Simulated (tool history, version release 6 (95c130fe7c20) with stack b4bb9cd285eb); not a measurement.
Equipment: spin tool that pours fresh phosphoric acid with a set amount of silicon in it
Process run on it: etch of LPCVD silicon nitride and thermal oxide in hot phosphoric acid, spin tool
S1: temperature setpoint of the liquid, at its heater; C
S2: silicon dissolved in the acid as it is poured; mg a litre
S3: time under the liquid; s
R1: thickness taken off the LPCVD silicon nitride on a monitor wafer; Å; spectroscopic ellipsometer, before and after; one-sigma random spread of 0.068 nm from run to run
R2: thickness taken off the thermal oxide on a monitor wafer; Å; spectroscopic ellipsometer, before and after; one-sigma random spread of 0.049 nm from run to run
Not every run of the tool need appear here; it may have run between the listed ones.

run	hour	S1	S2	S3	R1	R2
1	0.0	161.0	10.5	65	68.425	1.34560
2	5.5	161.0	10.5	45	46.959	0.96845
3	11.6	162.5	10.5	45	49.684	1.44130
4	19.6	161.0	10.5	45	46.843	1.09680
5	23.2	162.5	10.5	45	49.714	1.19780
6	29.7	162.5	7.0	45	50.111	1.30050
7	32.8	163.0	6.5	50	56.507	1.77940
8	39.1	165.5	13.5	80	96.961	2.78990

Forecast run 9:
9	47.3	165.5	13.0	90	?	?

R1: 109.390 Å
R2: 2.54250 Å
